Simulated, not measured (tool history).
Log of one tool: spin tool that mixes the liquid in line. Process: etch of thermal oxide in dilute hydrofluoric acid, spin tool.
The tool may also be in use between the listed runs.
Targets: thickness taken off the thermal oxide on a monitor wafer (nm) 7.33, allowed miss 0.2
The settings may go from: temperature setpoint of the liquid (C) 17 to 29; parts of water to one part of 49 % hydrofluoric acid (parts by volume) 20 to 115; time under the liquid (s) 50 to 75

| run | hour | temperature setpoint of the liquid (C) | parts of water to one part of 49 % hydrofluoric acid (parts by volume) | time under the liquid (s) | thickness taken off the thermal oxide on a monitor wafer (nm) |
|---|---|---|---|---|---|
| 1 | 0 | 21 | 65 | 75 | 5.1515 |
| 2 | 3.4 | 23 | 65 | 75 | 5.6943 |
| 3 | 5.5 | 21.5 | 65 | 75 | 5.3063 |
| 4 | 7.6 | 21.5 | 65 | 75 | 5.3052 |
| 5 | 11.1 | 18 | 65 | 75 | 4.5582 |
| 6 | 20 | 18 | 85 | 75 | 3.4307 |
| 7 | 21.9 | 22 | 60 | 75 | 5.8673 |
| 8 | 25 | 22 | 60 | 75 | 5.9155 |
| 9 | 31.8 | 26 | 60 | 75 | 6.9682 |
| 10 | 40.7 | 26.5 | 60 | 75 | 7.062 |

Which of these 4 next moves meets every target?
| A | 49.6 | 27 | 55 | 65 | ? |
| B | 49.6 | 28.5 | 40 | 50 | ? |
| C | 49.6 | 26.5 | 55 | 70 | ? |
| D | 49.6 | 28.5 | 55 | 70 | ? |

| move | thickness taken off the thermal oxide on a monitor wafer (nm) |
|---|---|
| A | 6.8608 |
| B | 7.8764 |
| C | 7.2419 |
| D | 7.8427 |
A: further off than the last run
B: takes the result that was furthest off past its target
C: meets every target
D: takes the result that was furthest off past its target
Answer: C
